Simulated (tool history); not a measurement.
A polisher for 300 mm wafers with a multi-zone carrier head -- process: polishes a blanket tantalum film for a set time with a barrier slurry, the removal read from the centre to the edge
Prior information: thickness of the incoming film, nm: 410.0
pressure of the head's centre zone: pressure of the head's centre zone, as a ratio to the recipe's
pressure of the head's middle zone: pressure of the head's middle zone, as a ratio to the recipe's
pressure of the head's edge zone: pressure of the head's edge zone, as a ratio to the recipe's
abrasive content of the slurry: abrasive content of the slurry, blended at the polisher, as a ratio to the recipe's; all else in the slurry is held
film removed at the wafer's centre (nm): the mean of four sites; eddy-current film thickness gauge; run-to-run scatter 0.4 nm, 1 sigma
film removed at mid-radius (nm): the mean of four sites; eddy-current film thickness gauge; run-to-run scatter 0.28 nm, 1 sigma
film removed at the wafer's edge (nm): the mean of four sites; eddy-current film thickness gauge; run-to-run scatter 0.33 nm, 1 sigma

| run | hour | flow of slurry (ml/min) | pressure of the head's centre zone | pressure of the head's middle zone | pressure of the head's edge zone | abrasive content of the slurry | polishing time (s) | film removed at the wafer's centre (nm) | film removed at mid-radius (nm) | film removed at the wafer's edge (nm) |
|---|---|---|---|---|---|---|---|---|---|---|
| 1 | 0 | 300 | 1 | 1 | 1 | 1 | 62 | 60.904 | 60.465 | 61.422 |
| 2 | 8.1 | 300 | 1 | 1 | 1 | 0.9 | 62 | 59.087 | 59.309 | 59.758 |
| 3 | 9.2 | 295 | 1.01 | 0.97 | 0.99 | 0.85 | 60 | 56.067 | 54.166 | 56.249 |
| 4 | 14.9 | 295 | 1.01 | 0.92 | 0.99 | 0.85 | 60 | 57.538 | 53.107 | 56.144 |
| 5 | 22.9 | 285 | 1.01 | 0.9 | 0.98 | 0.8 | 59 | 53.63 | 49.304 | 53.083 |
| 6 | 28.3 | 275 | 1.02 | 0.89 | 0.97 | 0.75 | 58 | 51.558 | 47.005 | 51.482 |
| 7 | 31.1 | 275 | 1.03 | 0.88 | 0.95 | 0.7 | 58 | 51.858 | 44.836 | 49.651 |
| 8 | 34.6 | 270 | 1.03 | 0.88 | 0.93 | 0.65 | 58 | 49.508 | 44.034 | 47.945 |
| 9 | 38.7 | 265 | 1.03 | 0.87 | 0.91 | 0.65 | 58 | 50.307 | 43.575 | 46.601 |
| 10 | 47.6 | 260 | 1.03 | 0.86 | 0.91 | 0.65 | 58 | 50.274 | 43.168 | 45.94 |
| 11 | 55.2 | 255 | 1.03 | 0.85 | 0.91 | 0.65 | 58 | 50.019 | 42.697 | 46.561 |
| 12 | 56.5 | 250 | 1.03 | 0.84 | 0.9 | 0.65 | 58 | 49.839 | 42.263 | 45.781 |
| 13 | 57.4 | 245 | 1.03 | 0.84 | 0.9 | 0.65 | 58 | 49.325 | 42.367 | 46.424 |
| 14 | 65.2 | 240 | 1.03 | 0.84 | 0.9 | 0.65 | 58 | 49.135 | 41.922 | 45.909 |

What will run 15 give?
| 15 | 69.9 | 240 | 1.03 | 0.84 | 0.9 | 0.65 | 58 | ? | ? | ? |

film removed at the wafer's centre (nm): 48.391
film removed at mid-radius (nm): 42.246
film removed at the wafer's edge (nm): 46.645
